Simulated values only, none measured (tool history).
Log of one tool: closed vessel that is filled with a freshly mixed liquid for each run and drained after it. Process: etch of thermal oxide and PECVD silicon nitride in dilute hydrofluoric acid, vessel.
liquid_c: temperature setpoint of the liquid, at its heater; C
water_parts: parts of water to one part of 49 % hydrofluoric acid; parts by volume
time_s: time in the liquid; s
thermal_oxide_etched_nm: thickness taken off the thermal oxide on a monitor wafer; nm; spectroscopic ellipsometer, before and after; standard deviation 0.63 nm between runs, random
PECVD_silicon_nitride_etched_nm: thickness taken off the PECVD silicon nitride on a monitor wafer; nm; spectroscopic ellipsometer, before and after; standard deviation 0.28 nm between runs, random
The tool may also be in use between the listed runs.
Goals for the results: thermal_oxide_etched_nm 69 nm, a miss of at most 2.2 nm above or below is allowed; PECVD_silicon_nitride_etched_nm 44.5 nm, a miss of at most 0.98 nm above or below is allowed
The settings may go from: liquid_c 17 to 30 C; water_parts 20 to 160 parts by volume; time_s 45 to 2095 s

| run | hour | liquid_c | water_parts | time_s | thermal_oxide_etched_nm | PECVD_silicon_nitride_etched_nm |
|---|---|---|---|---|---|---|
| 1 | 0 | 22 | 90 | 1070 | 58.661 | 31.229 |
| 2 | 5.8 | 22 | 90 | 755 | 40.833 | 21.937 |
| 3 | 9.5 | 22 | 90 | 575 | 31.643 | 16.69 |
| 4 | 10.7 | 22 | 90 | 850 | 46.458 | 24.696 |
| 5 | 14.5 | 22 | 70 | 850 | 60.978 | 31.908 |
| 6 | 21.8 | 18.5 | 70 | 850 | 53.364 | 24.934 |
| 7 | 24.4 | 21 | 70 | 855 | 59.234 | 29.708 |
| 8 | 29.4 | 22.5 | 70 | 860 | 63.533 | 32.966 |
| 9 | 35.7 | 24 | 75 | 870 | 62.3 | 34.79 |
| 10 | 42.6 | 25 | 75 | 870 | 65.26 | 36.78 |
| 11 | 51.6 | 26 | 75 | 875 | 69.035 | 40.19 |
| 12 | 52.6 | 26.5 | 75 | 880 | 70.111 | 41.255 |
| 13 | 59.1 | 27 | 75 | 885 | 72.062 | 42.958 |
| 14 | 67.8 | 27.5 | 75 | 890 | 74.184 | 44.492 |
| 15 | 76.7 | 28 | 80 | 895 | 70.793 | 43.388 |
| 16 | 81.2 | 28.5 | 80 | 900 | 72.492 | 44.832 |
| 17 | 86.9 | 28.5 | 80 | 905 | 72.587 | 45.583 |
| 18 | 88.9 | 28.5 | 80 | 910 | 72.883 | 45.685 |
| 19 | 90.4 | 29 | 90 | 930 | 65.983 | 43.16 |
| 20 | 96.4 | 29 | 90 | 925 | 67.318 | 42.736 |

Exercise: of the 5 proposed moves below, exactly one satisfies all targets within the stated allowed misses. Which move is it?
| A | 102.4 | 28.5 | 100 | 1020 | ? | ? |
| B | 102.4 | 26.5 | 70 | 820 | ? | ? |
| C | 102.4 | 28 | 90 | 965 | ? | ? |
| D | 102.4 | 29 | 95 | 1030 | ? | ? |
| E | 102.4 | 25.5 | 65 | 785 | ? | ? |

| move | thermal_oxide_etched_nm | PECVD_silicon_nitride_etched_nm |
|---|---|---|
| A | 63.439 | 40.669 |
| B | 70.232 | 40.975 |
| C | 66.325 | 41.405 |
| D | 69.202 | 44.626 |
| E | 70.046 | 39.515 |
A: the biggest miss grows against the last run
B: the biggest miss grows against the last run
C: the biggest miss grows against the last run
D: hits every target within its allowed miss
E: the biggest miss grows against the last run
The move that meets every target is D.
